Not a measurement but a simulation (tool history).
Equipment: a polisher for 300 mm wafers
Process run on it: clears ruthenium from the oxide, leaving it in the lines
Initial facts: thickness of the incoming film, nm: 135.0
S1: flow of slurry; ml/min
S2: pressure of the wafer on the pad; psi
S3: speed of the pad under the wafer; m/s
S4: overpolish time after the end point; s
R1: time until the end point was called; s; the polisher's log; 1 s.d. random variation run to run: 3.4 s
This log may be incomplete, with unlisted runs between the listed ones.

run  hour   S1   S2    S3  S4      R1
  1   0.0  285  2.0  1.30   9  108.59
  2   6.5  285  2.0  1.30   9  105.48
  3  13.3  285  1.8  1.28   9  121.17
  4  18.9  285  1.6  1.26   9  136.84
  5  22.5  340  1.6  1.26   9  134.07
  6  27.1  340  1.5  1.24   9  150.52
  7  31.7  340  1.4  1.24   9  148.26

The next listed run, before its measurement:
  8  33.4  340  1.3  1.22   9   ?

{"run 8": {"R1": 168.86}}
